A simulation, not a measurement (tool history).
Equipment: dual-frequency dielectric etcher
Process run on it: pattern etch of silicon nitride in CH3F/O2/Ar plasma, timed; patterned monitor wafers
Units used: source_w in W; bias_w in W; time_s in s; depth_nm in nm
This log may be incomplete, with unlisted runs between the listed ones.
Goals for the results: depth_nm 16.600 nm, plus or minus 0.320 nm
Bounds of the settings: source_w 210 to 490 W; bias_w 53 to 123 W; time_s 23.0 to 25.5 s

run	hour	source_w	bias_w	time_s	depth_nm
1	0.0	350	88	25.5	19.101
2	6.5	410	88	25.5	20.357
3	14.3	390	87	25.5	19.860
4	18.2	390	102	25.5	21.017
5	20.2	370	100	25.5	20.717
6	27.7	340	100	25.5	20.183
7	34.7	330	98	25.5	19.765
8	36.7	320	96	25.5	19.401

Which of these 5 next moves meets every target?
A	38.7	440	63	23.0	?
B	38.7	330	79	24.0	?
C	38.7	310	75	25.0	?
D	38.7	310	96	24.5	?
E	38.7	330	92	23.0	?

move	depth_nm
A	16.649
B	17.264
C	17.350
D	18.594
E	17.482
A: every result within its allowed miss
B: moves toward the targets from the last run without getting all of them in spec
C: moves toward the targets from the last run without getting all of them in spec
D: moves toward the targets from the last run without getting all of them in spec
E: moves toward the targets from the last run without getting all of them in spec
A meets every target.
